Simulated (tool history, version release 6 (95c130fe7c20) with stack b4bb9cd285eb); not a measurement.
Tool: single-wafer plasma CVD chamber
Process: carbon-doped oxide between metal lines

run	hour	heater temperature setpoint (deg C)	chamber pressure (Torr)	RF power (kW)	deposition time (s)	mean film thickness on the monitor wafer (angstrom)
1	0.0	355	5.59	0.470	13.6	721.02
2	4.8	355	5.59	0.495	13.6	758.36
3	11.0	347	5.59	0.495	13.6	778.74
4	16.2	355	5.03	0.450	13.6	678.03
5	22.7	355	5.03	0.450	13.6	676.87
6	27.5	361	4.51	0.435	13.6	631.69
7	34.4	365	4.15	0.425	13.6	604.72

The next listed run, before its measurement:
8	43.1	377	3.35	0.385	13.6	?

Run 8 gave mean film thickness on the monitor wafer (angstrom) 506.66.

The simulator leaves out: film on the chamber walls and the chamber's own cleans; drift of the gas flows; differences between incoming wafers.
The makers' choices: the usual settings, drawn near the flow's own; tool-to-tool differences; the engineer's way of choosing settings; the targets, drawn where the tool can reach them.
